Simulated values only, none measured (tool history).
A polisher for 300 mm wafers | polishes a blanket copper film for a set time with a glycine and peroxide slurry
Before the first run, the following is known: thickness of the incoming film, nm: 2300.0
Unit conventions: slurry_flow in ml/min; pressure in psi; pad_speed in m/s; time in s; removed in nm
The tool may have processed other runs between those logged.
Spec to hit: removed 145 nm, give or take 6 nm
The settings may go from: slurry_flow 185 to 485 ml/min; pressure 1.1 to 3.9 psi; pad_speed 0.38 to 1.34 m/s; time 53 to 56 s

{"run": 1, "hour": 0.0, "slurry_flow": 310, "pressure": 2.5, "pad_speed": 0.86, "time": 53, "removed": 219.08}
{"run": 2, "hour": 5.0, "slurry_flow": 310, "pressure": 2.5, "pad_speed": 0.76, "time": 53, "removed": 199.78}
{"run": 3, "hour": 7.9, "slurry_flow": 310, "pressure": 2.2, "pad_speed": 0.74, "time": 53, "removed": 177.68}
{"run": 4, "hour": 9.7, "slurry_flow": 310, "pressure": 2.5, "pad_speed": 0.74, "time": 53, "removed": 195.43}
{"run": 5, "hour": 15.7, "slurry_flow": 360, "pressure": 2.5, "pad_speed": 0.74, "time": 53, "removed": 198.03}
{"run": 6, "hour": 20.7, "slurry_flow": 360, "pressure": 2.5, "pad_speed": 0.74, "time": 53, "removed": 198.34}
{"hour": 27.4, "done": "worn pad replaced by a new one"}
{"run": 7, "hour": 27.4, "slurry_flow": 360, "pressure": 2.2, "pad_speed": 0.74, "time": 53, "removed": 205.51}
{"run": 8, "hour": 30.1, "slurry_flow": 315, "pressure": 2.2, "pad_speed": 0.7, "time": 53, "removed": 197.18}

Of the 4 settings listed for the next run, only one would bring every result within its allowed miss of target. Which one?
{"run": "A", "hour": 32.8, "slurry_flow": 305, "pressure": 2.3, "pad_speed": 0.52, "time": 53, "removed": "?"}
{"run": "B", "hour": 32.8, "slurry_flow": 350, "pressure": 2.2, "pad_speed": 0.54, "time": 53, "removed": "?"}
{"run": "C", "hour": 32.8, "slurry_flow": 325, "pressure": 2.5, "pad_speed": 0.38, "time": 55, "removed": "?"}
{"run": "D", "hour": 32.8, "slurry_flow": 255, "pressure": 1.7, "pad_speed": 0.68, "time": 54, "removed": "?"}

move=A removed=160.61
move=B removed=161.72
move=C removed=144.53
move=D removed=157.22
A: gains on the last run, yet a result remains outside its allowed miss
B: gains on the last run, yet a result remains outside its allowed miss
C: meets every target
D: gains on the last run, yet a result remains outside its allowed miss
Go with C: it meets all targets.
